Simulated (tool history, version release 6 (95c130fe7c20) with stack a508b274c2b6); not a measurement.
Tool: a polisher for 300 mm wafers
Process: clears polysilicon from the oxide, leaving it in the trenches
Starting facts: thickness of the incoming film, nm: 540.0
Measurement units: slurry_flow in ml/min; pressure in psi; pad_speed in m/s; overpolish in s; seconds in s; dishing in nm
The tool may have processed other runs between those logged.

run	hour	slurry_flow	pressure	pad_speed	overpolish	seconds	dishing
1	0	215	1.7	1.18	11	57.718	30.421
2	2.2	215	1.7	1.46	11	47.441	30.464
3	3.6	215	1.6	1.58	9	48.002	30.512
4	12.1	215	1.6	1.32	9	54.138	30.213
5	20.1	180	1.6	1.32	9	55.667	29.324
6	21.5	180	1.6	1.32	12	56.332	31.046
7	30.5	165	1.9	1.14	9	59.773	30.403

Predict the results of run 8:
8	38.4	215	1.6	1.36	7	?	?

Run 8 measured seconds 55.868 s, dishing 28.606 nm.
